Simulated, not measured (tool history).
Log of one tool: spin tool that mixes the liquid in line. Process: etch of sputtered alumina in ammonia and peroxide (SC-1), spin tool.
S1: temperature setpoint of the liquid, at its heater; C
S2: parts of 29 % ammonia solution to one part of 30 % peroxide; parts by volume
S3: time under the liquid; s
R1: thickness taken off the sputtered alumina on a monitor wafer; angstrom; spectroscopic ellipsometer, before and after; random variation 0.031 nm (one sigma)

{"run": 1, "hour": 0.0, "S1": 53, "S2": 0.85, "S3": 115, "R1": 113.41}
{"run": 2, "hour": 0.5, "S1": 50.5, "S2": 0.85, "S3": 115, "R1": 99.212}
{"run": 3, "hour": 2.8, "S1": 50.5, "S2": 0.85, "S3": 120, "R1": 103.91}
{"run": 4, "hour": 11.2, "S1": 50.5, "S2": 0.55, "S3": 120, "R1": 99.402}
{"run": 5, "hour": 14.8, "S1": 50.5, "S2": 0.55, "S3": 115, "R1": 96.233}
{"run": 6, "hour": 17.8, "S1": 50.5, "S2": 0.4, "S3": 115, "R1": 92.367}

Forecast run 7:
{"run": 7, "hour": 23.8, "S1": 49, "S2": 0.4, "S3": 115, "R1": "?"}

{"run 7": {"R1": 85.706}}
